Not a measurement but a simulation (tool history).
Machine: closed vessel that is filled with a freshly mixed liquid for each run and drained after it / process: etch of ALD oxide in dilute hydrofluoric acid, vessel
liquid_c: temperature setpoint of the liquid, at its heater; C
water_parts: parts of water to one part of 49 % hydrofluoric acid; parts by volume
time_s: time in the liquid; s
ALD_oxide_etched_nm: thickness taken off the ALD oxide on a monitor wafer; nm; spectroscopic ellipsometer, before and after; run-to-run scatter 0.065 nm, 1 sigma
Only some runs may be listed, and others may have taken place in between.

Run 1, hour 0: liquid_c 21 C, water_parts 135 parts by volume, time_s 195 s. Result: ALD_oxide_etched_nm 10.884 nm.
Run 2, hour 7.4: liquid_c 21 C, water_parts 100 parts by volume, time_s 195 s. Result: ALD_oxide_etched_nm 15.248 nm.
Run 3, hour 8.8: liquid_c 17.5 C, water_parts 100 parts by volume, time_s 195 s. Result: ALD_oxide_etched_nm 13.117 nm.
Run 4, hour 13.3: liquid_c 18 C, water_parts 100 parts by volume, time_s 195 s. Result: ALD_oxide_etched_nm 13.447 nm.
Run 5, hour 14.7: liquid_c 18.5 C, water_parts 100 parts by volume, time_s 195 s. Result: ALD_oxide_etched_nm 13.755 nm.
Run 6, hour 21.7: liquid_c 18.5 C, water_parts 100 parts by volume, time_s 195 s. Result: ALD_oxide_etched_nm 13.8 nm.
Run 7, hour 26.3: liquid_c 19 C, water_parts 100 parts by volume, time_s 195 s. Result: ALD_oxide_etched_nm 14.094 nm.
At hour 28.4: hydrofluoric acid flow meter replaced.
Run 8, hour 28.4: liquid_c 19.5 C, water_parts 100 parts by volume, time_s 195 s. Result: ALD_oxide_etched_nm 15.478 nm.

Predict the results of run 9:
Run 9, hour 35: liquid_c 19 C, water_parts 100 parts by volume, time_s 195 s. Result: ALD_oxide_etched_nm ?.

Run 9 measured ALD_oxide_etched_nm 15.075 nm.
